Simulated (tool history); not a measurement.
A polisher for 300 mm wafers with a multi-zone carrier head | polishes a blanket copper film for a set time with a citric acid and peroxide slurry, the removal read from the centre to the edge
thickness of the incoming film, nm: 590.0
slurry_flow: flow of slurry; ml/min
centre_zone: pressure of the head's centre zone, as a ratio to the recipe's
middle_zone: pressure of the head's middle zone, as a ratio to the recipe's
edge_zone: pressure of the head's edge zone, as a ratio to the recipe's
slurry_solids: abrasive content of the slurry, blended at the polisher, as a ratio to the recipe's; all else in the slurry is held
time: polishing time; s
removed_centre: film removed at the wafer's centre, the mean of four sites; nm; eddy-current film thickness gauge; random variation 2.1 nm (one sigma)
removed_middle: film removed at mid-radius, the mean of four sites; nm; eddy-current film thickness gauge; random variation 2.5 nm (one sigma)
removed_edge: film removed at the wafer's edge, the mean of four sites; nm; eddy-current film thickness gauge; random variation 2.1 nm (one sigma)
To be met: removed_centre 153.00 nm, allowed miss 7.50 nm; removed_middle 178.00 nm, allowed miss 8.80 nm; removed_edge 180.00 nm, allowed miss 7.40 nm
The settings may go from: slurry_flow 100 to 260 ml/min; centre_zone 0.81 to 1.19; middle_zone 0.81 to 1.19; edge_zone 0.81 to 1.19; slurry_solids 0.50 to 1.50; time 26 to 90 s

Run 1, day 0.000: slurry_flow 165 ml/min, centre_zone 1.00, middle_zone 1.00, edge_zone 1.00, slurry_solids 1.00, time 58 s. Result: removed_centre 217.76 nm, removed_middle 225.60 nm, removed_edge 227.71 nm.
Run 2, day 0.062: slurry_flow 165 ml/min, centre_zone 1.00, middle_zone 1.00, edge_zone 0.94, slurry_solids 1.00, time 58 s. Result: removed_centre 221.25 nm, removed_middle 219.40 nm, removed_edge 217.47 nm.
Run 3, day 0.133: slurry_flow 205 ml/min, centre_zone 1.00, middle_zone 1.00, edge_zone 0.94, slurry_solids 1.00, time 58 s. Result: removed_centre 235.13 nm, removed_middle 226.25 nm, removed_edge 223.97 nm.
Run 4, day 0.229: slurry_flow 205 ml/min, centre_zone 1.00, middle_zone 1.06, edge_zone 0.94, slurry_solids 1.00, time 58 s. Result: removed_centre 229.89 nm, removed_middle 241.55 nm, removed_edge 226.23 nm.
Run 5, day 0.350: slurry_flow 205 ml/min, centre_zone 0.96, middle_zone 1.06, edge_zone 0.94, slurry_solids 1.00, time 58 s. Result: removed_centre 220.14 nm, removed_middle 237.88 nm, removed_edge 226.87 nm.
Run 6, day 0.521: slurry_flow 205 ml/min, centre_zone 0.96, middle_zone 1.06, edge_zone 0.94, slurry_solids 0.90, time 58 s. Result: removed_centre 212.59 nm, removed_middle 240.46 nm, removed_edge 224.47 nm.
Run 7, day 0.567: slurry_flow 195 ml/min, centre_zone 0.94, middle_zone 1.03, edge_zone 0.92, slurry_solids 0.85, time 57 s. Result: removed_centre 204.39 nm, removed_middle 228.74 nm, removed_edge 215.71 nm.
Run 8, day 0.646: slurry_flow 185 ml/min, centre_zone 0.92, middle_zone 1.00, edge_zone 0.91, slurry_solids 0.80, time 55 s. Result: removed_centre 186.09 nm, removed_middle 208.18 nm, removed_edge 200.16 nm.
Run 9, day 0.850: slurry_flow 175 ml/min, centre_zone 0.90, middle_zone 0.98, edge_zone 0.90, slurry_solids 0.75, time 55 s. Result: removed_centre 185.35 nm, removed_middle 198.86 nm, removed_edge 194.05 nm.
Run 10, day 0.946: slurry_flow 170 ml/min, centre_zone 0.88, middle_zone 0.97, edge_zone 0.91, slurry_solids 0.70, time 55 s. Result: removed_centre 170.61 nm, removed_middle 189.52 nm, removed_edge 196.67 nm.
Run 11, day 1.308: slurry_flow 135 ml/min, centre_zone 0.86, middle_zone 0.99, edge_zone 0.83, slurry_solids 0.60, time 53 s. Result: removed_centre 150.70 nm, removed_middle 174.84 nm, removed_edge 168.89 nm.
Run 12, day 1.367: slurry_flow 135 ml/min, centre_zone 0.86, middle_zone 0.99, edge_zone 0.84, slurry_solids 0.60, time 53 s. Result: removed_centre 151.88 nm, removed_middle 176.86 nm, removed_edge 171.45 nm.
Run 13, day 1.446: slurry_flow 135 ml/min, centre_zone 0.86, middle_zone 0.99, edge_zone 0.85, slurry_solids 0.60, time 53 s. Result: removed_centre 153.13 nm, removed_middle 172.52 nm, removed_edge 172.93 nm.
Run 14, day 1.683: slurry_flow 135 ml/min, centre_zone 0.86, middle_zone 0.99, edge_zone 0.86, slurry_solids 0.60, time 53 s. Result: removed_centre 153.18 nm, removed_middle 175.45 nm, removed_edge 174.30 nm.

Which of these 5 next moves meets every target?
Run A, day 1.921: slurry_flow 215 ml/min, centre_zone 0.85, middle_zone 0.96, edge_zone 0.81, slurry_solids 0.55, time 50 s. Result: removed_centre ?, removed_middle ?, removed_edge ?.
Run B, day 1.921: slurry_flow 145 ml/min, centre_zone 0.86, middle_zone 0.99, edge_zone 0.90, slurry_solids 0.55, time 54 s. Result: removed_centre ?, removed_middle ?, removed_edge ?.
Run C, day 1.921: slurry_flow 125 ml/min, centre_zone 0.92, middle_zone 1.10, edge_zone 0.81, slurry_solids 0.60, time 52 s. Result: removed_centre ?, removed_middle ?, removed_edge ?.
Run D, day 1.921: slurry_flow 115 ml/min, centre_zone 0.92, middle_zone 1.01, edge_zone 0.81, slurry_solids 0.50, time 54 s. Result: removed_centre ?, removed_middle ?, removed_edge ?.
Run E, day 1.921: slurry_flow 110 ml/min, centre_zone 0.81, middle_zone 0.97, edge_zone 0.86, slurry_solids 0.50, time 58 s. Result: removed_centre ?, removed_middle ?, removed_edge ?.

move  removed_centre  removed_middle  removed_edge
   A          152.50          171.98        168.13
   B          154.03          177.66        180.75
   C          154.71          183.06        163.97
   D          151.75          167.66        162.84
   E          141.11          171.82        178.05
A: further off than the last run
B: meets every target
C: further off than the last run
D: further off than the last run
E: brings the result that was furthest off to its target, and leaves another outside
The right move is B.

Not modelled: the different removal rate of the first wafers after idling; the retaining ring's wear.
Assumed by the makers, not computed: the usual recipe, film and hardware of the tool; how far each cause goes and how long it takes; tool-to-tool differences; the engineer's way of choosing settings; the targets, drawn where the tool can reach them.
